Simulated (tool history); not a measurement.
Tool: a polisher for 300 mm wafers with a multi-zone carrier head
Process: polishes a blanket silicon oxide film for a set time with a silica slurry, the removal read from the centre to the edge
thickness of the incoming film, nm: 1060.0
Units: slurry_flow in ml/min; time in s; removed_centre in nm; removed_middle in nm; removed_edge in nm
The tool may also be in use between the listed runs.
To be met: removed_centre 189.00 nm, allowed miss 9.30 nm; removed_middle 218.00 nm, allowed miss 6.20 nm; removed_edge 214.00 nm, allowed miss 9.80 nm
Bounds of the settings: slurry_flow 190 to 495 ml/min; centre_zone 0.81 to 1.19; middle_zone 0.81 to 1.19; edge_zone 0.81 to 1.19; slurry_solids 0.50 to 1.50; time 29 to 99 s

run	hour	slurry_flow	centre_zone	middle_zone	edge_zone	slurry_solids	time	removed_centre	removed_middle	removed_edge
1	0.0	320	1.00	1.00	1.00	1.00	64	207.78	215.03	221.79
2	5.7	320	1.00	0.92	1.00	1.00	64	206.21	199.18	216.67
3	7.1	320	1.00	0.92	1.06	1.00	64	208.26	199.74	229.52
4	13.0	370	1.00	0.92	1.06	1.00	64	213.55	200.89	230.12
5	18.2	370	1.06	0.92	1.06	1.00	64	224.06	202.25	221.19
6	23.5	370	1.06	0.86	1.06	1.00	64	220.90	192.58	228.74
7	29.5	370	1.06	0.86	1.06	1.00	64	224.38	191.79	227.08
8	38.2	365	1.02	0.91	1.04	1.00	64	217.61	203.28	222.83
9	42.6	370	0.97	0.93	1.03	1.00	64	207.06	204.46	220.92

4 next moves are on the table. One of them brings every result within its allowed miss. Which?
A	47.0	330	0.99	0.96	1.02	1.05	64	?	?	?
B	47.0	260	0.97	0.89	1.15	0.80	73	?	?	?
C	47.0	410	0.88	1.03	1.00	0.95	63	?	?	?
D	47.0	495	1.14	1.05	0.91	1.00	60	?	?	?

move	removed_centre	removed_middle	removed_edge
A	215.54	209.82	227.40
B	210.11	196.23	239.47
C	187.58	214.87	216.55
D	233.40	214.73	205.14
A: further off than the last run
B: further off than the last run
C: meets every target
D: brings the result that was furthest off to its target, and leaves another outside
The right move is C.

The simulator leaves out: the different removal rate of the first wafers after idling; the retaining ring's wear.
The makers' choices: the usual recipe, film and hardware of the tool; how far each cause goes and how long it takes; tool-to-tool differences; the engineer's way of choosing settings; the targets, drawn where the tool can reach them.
